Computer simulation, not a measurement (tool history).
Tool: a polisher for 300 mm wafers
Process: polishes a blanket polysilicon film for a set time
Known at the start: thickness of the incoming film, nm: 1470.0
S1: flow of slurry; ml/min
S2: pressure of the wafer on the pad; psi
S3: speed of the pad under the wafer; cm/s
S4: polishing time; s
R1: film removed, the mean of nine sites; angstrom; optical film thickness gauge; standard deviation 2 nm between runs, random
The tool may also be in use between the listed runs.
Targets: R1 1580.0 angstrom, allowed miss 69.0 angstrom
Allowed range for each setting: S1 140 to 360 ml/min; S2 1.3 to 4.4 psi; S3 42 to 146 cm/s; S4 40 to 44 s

run,hour,S1,S2,S3,S4,R1
1,0.0,230,2.8,94,44,3244.9
2,0.8,230,2.3,88,44,2494.5
3,7.5,230,2.3,110,44,3132.3
4,15.7,275,2.3,110,44,3187.7
5,16.7,235,2.3,110,44,3147.7
6,21.4,235,2.0,100,44,2472.9
7,23.1,235,1.8,96,44,2164.4
8,26.1,235,1.6,94,44,1920.0
9,29.9,235,1.5,92,44,1717.2

Next run, 5 choices. One meets every target within its allowed miss, the rest don't. Which?
A,33.7,270,1.4,86,44,?
B,33.7,210,1.5,94,44,?
C,33.7,240,1.4,98,44,?
D,33.7,240,1.8,84,40,?
E,33.7,185,1.4,104,44,?

move,R1
A,1544.0
B,1745.6
C,1726.5
D,1722.1
E,1772.5
A: every result lands within tolerance
B: further off than the last run
C: further off than the last run
D: no better and no worse than the last run
E: further off than the last run
A meets every target.
